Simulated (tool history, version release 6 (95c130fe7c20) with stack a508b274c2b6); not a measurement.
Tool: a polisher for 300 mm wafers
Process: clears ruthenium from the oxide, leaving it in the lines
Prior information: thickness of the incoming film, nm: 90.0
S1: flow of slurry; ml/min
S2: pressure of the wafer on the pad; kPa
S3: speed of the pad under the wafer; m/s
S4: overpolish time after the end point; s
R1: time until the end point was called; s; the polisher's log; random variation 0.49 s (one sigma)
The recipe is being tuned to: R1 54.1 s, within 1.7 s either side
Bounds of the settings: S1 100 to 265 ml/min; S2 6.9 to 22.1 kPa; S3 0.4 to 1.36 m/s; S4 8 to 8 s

run	day	S1	S2	S3	S4	R1
1	0	170	14.5	0.88	8	77.15
2	0.292	180	15.9	0.88	8	70.339
3	0.421	155	15.9	0.88	8	71.619
4	0.633	160	17.2	0.88	8	66.978
5	0.9	170	18.6	0.88	8	61.024
6	1.054	170	15.9	0.88	8	70.252
7	1.212	185	17.2	0.88	8	65.16
8	1.308	190	17.9	0.88	8	61.589
9	1.65	200	18.6	0.88	8	59.223
10	1.783	205	19.3	0.88	8	57.025
11	2.062	210	19.3	0.88	8	56.314
12	2.175	215	19.3	0.88	8	56.568

Which one of the following 5 next-run settings gets every result inside its allowed miss? There is exactly one.
A	2.288	255	15.9	1.08	8	?
B	2.288	170	17.9	0.94	8	?
C	2.288	175	20.7	0.84	8	?
D	2.288	205	17.2	0.92	8	?
E	2.288	210	20	0.8	8	?

move	R1
A	53.862
B	58.844
C	56.724
D	60.195
E	59.371
A: each result inside its tolerance
B: its largest miss is bigger than the last run's
C: its largest miss is bigger than the last run's
D: its largest miss is bigger than the last run's
E: its largest miss is bigger than the last run's
So the answer is move A, the one that meets all the targets.
